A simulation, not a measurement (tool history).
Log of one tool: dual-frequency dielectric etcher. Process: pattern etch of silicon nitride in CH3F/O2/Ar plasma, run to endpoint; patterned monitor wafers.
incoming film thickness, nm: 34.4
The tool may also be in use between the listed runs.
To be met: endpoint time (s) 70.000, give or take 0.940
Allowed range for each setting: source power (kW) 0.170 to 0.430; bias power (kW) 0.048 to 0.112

run 1 hour=0.0 | source_power_(kW)=0.300 bias_power_(kW)=0.080 | endpoint_time_(s)=53.685
run 2 hour=5.2 | source_power_(kW)=0.300 bias_power_(kW)=0.075 | endpoint_time_(s)=54.960
run 3 hour=11.7 | source_power_(kW)=0.300 bias_power_(kW)=0.088 | endpoint_time_(s)=51.706
run 4 hour=18.5 | source_power_(kW)=0.280 bias_power_(kW)=0.084 | endpoint_time_(s)=54.614
run 5 hour=20.4 | source_power_(kW)=0.280 bias_power_(kW)=0.091 | endpoint_time_(s)=52.176
run 6 hour=24.8 | source_power_(kW)=0.270 bias_power_(kW)=0.087 | endpoint_time_(s)=53.732
run 7 hour=30.0 | source_power_(kW)=0.260 bias_power_(kW)=0.083 | endpoint_time_(s)=55.958
run 8 hour=31.0 | source_power_(kW)=0.260 bias_power_(kW)=0.083 | endpoint_time_(s)=56.058
run 9 hour=31.7 | source_power_(kW)=0.200 bias_power_(kW)=0.067 | endpoint_time_(s)=68.610

Exactly one of the 5 candidate moves below puts every result within its allowed miss. Which one?
run A hour=32.4 | source_power_(kW)=0.240 bias_power_(kW)=0.057 | endpoint_time_(s)=?
run B hour=32.4 | source_power_(kW)=0.220 bias_power_(kW)=0.066 | endpoint_time_(s)=?
run C hour=32.4 | source_power_(kW)=0.210 bias_power_(kW)=0.067 | endpoint_time_(s)=?
run D hour=32.4 | source_power_(kW)=0.190 bias_power_(kW)=0.070 | endpoint_time_(s)=?
run E hour=32.4 | source_power_(kW)=0.170 bias_power_(kW)=0.073 | endpoint_time_(s)=?

move=A endpoint_time_(s)=68.223
move=B endpoint_time_(s)=66.372
move=C endpoint_time_(s)=67.190
move=D endpoint_time_(s)=68.640
move=E endpoint_time_(s)=70.489
A: moves away from the targets compared with the last run
B: moves away from the targets compared with the last run
C: moves away from the targets compared with the last run
D: about as far from the targets as the last run
E: meets every target
The move that meets every target is E.

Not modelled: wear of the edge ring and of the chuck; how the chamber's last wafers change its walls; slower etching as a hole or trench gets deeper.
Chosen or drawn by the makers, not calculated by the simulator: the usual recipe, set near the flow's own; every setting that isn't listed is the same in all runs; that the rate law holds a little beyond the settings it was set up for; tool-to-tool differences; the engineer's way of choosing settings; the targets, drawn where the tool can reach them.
